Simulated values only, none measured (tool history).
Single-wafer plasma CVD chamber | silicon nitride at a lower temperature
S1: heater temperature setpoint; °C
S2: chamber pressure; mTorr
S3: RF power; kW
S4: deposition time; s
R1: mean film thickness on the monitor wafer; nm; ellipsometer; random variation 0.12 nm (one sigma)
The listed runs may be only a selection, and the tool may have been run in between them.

{"run": 1, "day": 0.0, "S1": 335, "S2": 1400, "S3": 0.32, "S4": 42.1, "R1": 50.698}
{"run": 2, "day": 0.338, "S1": 340, "S2": 1400, "S3": 0.32, "S4": 42.1, "R1": 50.61}
{"run": 3, "day": 0.688, "S1": 340, "S2": 1510, "S3": 0.32, "S4": 42.1, "R1": 51.941}
{"run": 4, "day": 0.717, "S1": 344, "S2": 1510, "S3": 0.32, "S4": 42.1, "R1": 51.722}
{"run": 5, "day": 1.042, "S1": 344, "S2": 1560, "S3": 0.32, "S4": 42.1, "R1": 52.317}
{"run": 6, "day": 1.071, "S1": 344, "S2": 1610, "S3": 0.32, "S4": 42.1, "R1": 52.875}
{"run": 7, "day": 1.246, "S1": 344, "S2": 1650, "S3": 0.32, "S4": 42.1, "R1": 53.346}

Predict the results of run 8:
{"run": 8, "day": 1.4, "S1": 344, "S2": 1690, "S3": 0.32, "S4": 42.1, "R1": "?"}

R1: 53.795 nm
